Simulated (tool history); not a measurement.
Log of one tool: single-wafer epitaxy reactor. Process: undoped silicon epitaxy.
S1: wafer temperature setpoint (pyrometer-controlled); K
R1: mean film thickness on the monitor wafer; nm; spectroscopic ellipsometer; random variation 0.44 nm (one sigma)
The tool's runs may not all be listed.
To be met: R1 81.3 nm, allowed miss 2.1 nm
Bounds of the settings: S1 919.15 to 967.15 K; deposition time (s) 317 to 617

Run 1, day 0: S1 943.15 K, deposition time (s) 467. Result: R1 133.27 nm.
Run 2, day 0.054: S1 940.15 K, deposition time (s) 466. Result: R1 127.39 nm.
Run 3, day 0.233: S1 940.15 K, deposition time (s) 514. Result: R1 138.82 nm.
Run 4, day 0.475: S1 940.15 K, deposition time (s) 559. Result: R1 150.66 nm.
Run 5, day 0.846: S1 937.15 K, deposition time (s) 543. Result: R1 138.08 nm.
Run 6, day 1.108: S1 934.15 K, deposition time (s) 529. Result: R1 128.87 nm.
Run 7, day 1.383: S1 932.15 K, deposition time (s) 513. Result: R1 120.09 nm.
Run 8, day 1.592: S1 930.15 K, deposition time (s) 500. Result: R1 112.71 nm.

4 next moves are on the table. One of them brings every result within its allowed miss. Which?
Run A, day 1.8: S1 919.15 K, deposition time (s) 417. Result: R1 ?.
Run B, day 1.8: S1 920.15 K, deposition time (s) 438. Result: R1 ?.
Run C, day 1.8: S1 919.15 K, deposition time (s) 416. Result: R1 ?.
Run D, day 1.8: S1 923.15 K, deposition time (s) 383. Result: R1 ?.

move      R1
   A  75.436
   B  80.771
   C  75.255
   D    74.8
A: takes the result that was furthest off past its target
B: meets every target
C: takes the result that was furthest off past its target
D: takes the result that was furthest off past its target
Move B is the one to make.

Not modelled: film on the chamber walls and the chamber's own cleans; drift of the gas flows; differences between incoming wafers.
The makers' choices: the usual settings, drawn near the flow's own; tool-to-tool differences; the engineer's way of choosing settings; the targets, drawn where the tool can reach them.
